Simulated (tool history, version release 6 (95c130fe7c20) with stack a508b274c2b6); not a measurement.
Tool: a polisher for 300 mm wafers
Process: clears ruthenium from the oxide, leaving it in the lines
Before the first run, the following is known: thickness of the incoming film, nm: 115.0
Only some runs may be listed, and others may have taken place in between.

run	hour	flow of slurry (ml/min)	pressure of the wafer on the pad (psi)	speed of the pad under the wafer (m/s)	overpolish time after the end point (s)	time until the end point was called (s)
1	0.0	165	2.4	0.80	4	97.936
2	4.1	165	2.2	0.80	4	103.770
3	5.2	195	2.2	0.80	4	102.600
4	10.6	195	2.2	0.80	4	99.572
5	15.2	185	1.9	0.78	4	120.890
6	20.1	185	1.9	0.78	4	122.590
7	29.0	180	1.7	0.78	4	135.760
8	30.8	175	1.6	0.78	4	143.850
9	32.2	175	1.6	0.78	4	142.500
10	37.2	175	1.6	0.78	4	144.180
11	38.8	175	1.6	0.78	4	143.350
12	43.0	170	1.5	0.78	4	155.790
13	46.4	170	1.5	0.78	4	152.620
14	51.9	160	1.4	0.78	4	163.790
15	56.7	155	1.4	0.78	4	165.900
16	61.1	150	1.4	0.78	4	166.700
17	67.0	145	1.4	0.78	4	165.840

Forecast run 18:
18	70.3	140	1.4	0.78	4	?

time until the end point was called (s): 169.230
